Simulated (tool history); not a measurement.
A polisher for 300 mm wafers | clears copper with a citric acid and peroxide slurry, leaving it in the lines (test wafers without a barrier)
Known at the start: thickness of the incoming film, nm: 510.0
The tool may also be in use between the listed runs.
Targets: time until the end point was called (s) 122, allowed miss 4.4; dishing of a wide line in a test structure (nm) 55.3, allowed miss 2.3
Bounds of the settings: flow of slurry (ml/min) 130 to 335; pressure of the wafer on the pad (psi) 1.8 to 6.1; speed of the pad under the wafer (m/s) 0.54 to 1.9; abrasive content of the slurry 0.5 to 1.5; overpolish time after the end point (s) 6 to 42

| run | hour | flow of slurry (ml/min) | pressure of the wafer on the pad (psi) | speed of the pad under the wafer (m/s) | abrasive content of the slurry | overpolish time after the end point (s) | time until the end point was called (s) | dishing of a wide line in a test structure (nm) |
|---|---|---|---|---|---|---|---|---|
| 1 | 0 | 215 | 3.9 | 1.22 | 1 | 21 | 143.51 | 40.929 |
| 2 | 7.3 | 215 | 3.9 | 1.22 | 1 | 16 | 142.19 | 33.849 |
| 3 | 10.6 | 210 | 4.1 | 1.22 | 1 | 19 | 135.73 | 39.267 |
| 4 | 17.5 | 210 | 4.1 | 1.22 | 1 | 28 | 139.04 | 49.81 |
| 5 | 24.9 | 215 | 4.2 | 1.22 | 1 | 28 | 135.42 | 49.055 |
| 6 | 33.7 | 215 | 4.3 | 1.22 | 1 | 29 | 130.48 | 50.69 |
| 7 | 39.2 | 215 | 4.4 | 1.22 | 1 | 30 | 126.84 | 52.552 |
|  | 45.4 | worn pad replaced by a new one |
| 8 | 45.4 | 215 | 4.5 | 1.22 | 1 | 31 | 115.5 | 56.067 |
| 9 | 48.5 | 210 | 4.5 | 1.22 | 1 | 31 | 117.42 | 55.642 |

Which of these 5 next moves meets every target?
| A | 51.6 | 200 | 3.7 | 1.26 | 1.15 | 42 | ? | ? |
| B | 51.6 | 130 | 4.5 | 1.24 | 1 | 40 | ? | ? |
| C | 51.6 | 200 | 4.8 | 1.08 | 0.95 | 31 | ? | ? |
| D | 51.6 | 210 | 4 | 1.16 | 1 | 35 | ? | ? |
| E | 51.6 | 255 | 4.6 | 1.04 | 1 | 41 | ? | ? |

| move | time until the end point was called (s) | dishing of a wide line in a test structure (nm) |
|---|---|---|
| A | 134.12 | 59.061 |
| B | 121.43 | 61.052 |
| C | 123.22 | 55.324 |
| D | 136.17 | 55.147 |
| E | 128.62 | 60.557 |
A: takes the result that was furthest off past its target
B: brings the result that was furthest off to its target, and leaves another outside
C: meets every target
D: takes the result that was furthest off past its target
E: takes the result that was furthest off past its target
Move C is the one to make.
